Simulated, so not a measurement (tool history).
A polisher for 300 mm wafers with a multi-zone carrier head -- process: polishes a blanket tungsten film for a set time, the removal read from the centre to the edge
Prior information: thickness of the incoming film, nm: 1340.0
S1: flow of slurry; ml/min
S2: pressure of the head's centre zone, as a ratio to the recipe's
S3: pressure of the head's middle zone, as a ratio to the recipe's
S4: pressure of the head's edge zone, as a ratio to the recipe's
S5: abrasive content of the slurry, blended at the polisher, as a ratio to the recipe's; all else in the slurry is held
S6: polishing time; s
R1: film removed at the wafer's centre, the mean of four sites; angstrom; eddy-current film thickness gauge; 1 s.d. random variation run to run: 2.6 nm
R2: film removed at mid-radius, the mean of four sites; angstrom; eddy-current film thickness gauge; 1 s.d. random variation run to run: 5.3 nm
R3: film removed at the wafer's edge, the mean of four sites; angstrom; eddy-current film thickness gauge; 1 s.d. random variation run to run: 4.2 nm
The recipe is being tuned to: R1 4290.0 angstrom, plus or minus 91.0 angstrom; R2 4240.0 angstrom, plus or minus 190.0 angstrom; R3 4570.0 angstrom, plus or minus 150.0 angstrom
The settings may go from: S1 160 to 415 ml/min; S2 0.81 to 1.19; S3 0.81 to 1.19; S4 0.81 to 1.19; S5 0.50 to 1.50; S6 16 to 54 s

run 1 hour=0.0 | S1=265 S2=1.00 S3=1.00 S4=1.00 S5=1.00 S6=35 | R1=2822.7 R2=2813.7 R3=2865.1
run 2 hour=4.6 | S1=265 S2=1.00 S3=1.00 S4=1.08 S5=1.00 S6=35 | R1=2828.4 R2=2912.5 R3=2945.8
run 3 hour=8.8 | S1=265 S2=1.00 S3=1.00 S4=1.08 S5=1.15 S6=35 | R1=2964.9 R2=3041.7 R3=3074.2
run 4 hour=15.6 | S1=265 S2=1.00 S3=0.93 S4=1.08 S5=1.15 S6=35 | R1=2915.1 R2=2842.3 R3=3117.6
run 5 hour=16.7 | S1=270 S2=1.01 S3=0.94 S4=1.11 S5=1.25 S6=38 | R1=3334.9 R2=3151.4 R3=3514.5
run 6 hour=25.5 | S1=270 S2=1.01 S3=0.94 S4=1.11 S5=1.40 S6=38 | R1=3444.2 R2=3235.2 R3=3646.6
run 7 hour=30.9 | S1=275 S2=1.01 S3=0.97 S4=1.13 S5=1.45 S6=40 | R1=3673.3 R2=3543.7 R3=3931.6
run 8 hour=36.4 | S1=285 S2=1.02 S3=0.99 S4=1.15 S5=1.45 S6=41 | R1=3830.2 R2=3717.4 R3=4046.8

Which single option among these 4 for the next run brings every result within its allowed miss of target? Just one does.
run A hour=41.9 | S1=285 S2=1.06 S3=1.06 S4=1.11 S5=1.45 S6=44 | R1=? R2=? R3=?
run B hour=41.9 | S1=255 S2=1.13 S3=0.95 S4=1.13 S5=1.50 S6=44 | R1=? R2=? R3=?
run C hour=41.9 | S1=215 S2=1.10 S3=0.91 S4=1.06 S5=1.15 S6=49 | R1=? R2=? R3=?
run D hour=41.9 | S1=345 S2=1.01 S3=1.00 S4=1.15 S5=1.40 S6=46 | R1=? R2=? R3=?

move=A R1=4275.7 R2=4266.8 R3=4221.2
move=B R1=4567.5 R2=3900.9 R3=4287.2
move=C R1=4493.2 R2=3810.7 R3=4216.2
move=D R1=4266.6 R2=4252.2 R3=4490.1
A: corrects the largest miss of the last run, while another result sits out of spec
B: moves the result that the last run missed by most past its target, out the other side
C: moves the result that the last run missed by most past its target, out the other side
D: every result within its allowed miss
Correct choice: D, which meets every target
